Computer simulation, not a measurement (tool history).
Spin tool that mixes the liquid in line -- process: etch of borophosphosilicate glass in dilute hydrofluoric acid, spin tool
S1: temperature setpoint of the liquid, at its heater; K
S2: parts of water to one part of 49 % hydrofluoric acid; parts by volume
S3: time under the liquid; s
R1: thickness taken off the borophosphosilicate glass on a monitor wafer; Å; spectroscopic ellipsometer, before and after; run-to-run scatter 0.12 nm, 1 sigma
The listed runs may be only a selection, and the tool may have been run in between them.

run	day	S1	S2	S3	R1
1	0.000	295.15	295	40	65.415
2	0.117	296.65	260	40	81.226
3	0.217	296.65	175	40	130.650
4	0.467	298.15	170	40	142.820
5	0.625	299.15	170	40	148.780
6	0.788	299.15	120	40	222.250

Run 7 comes next. What will it give?
7	1.162	295.15	125	40	?

Run 7 yielded R1 182.400 Å.
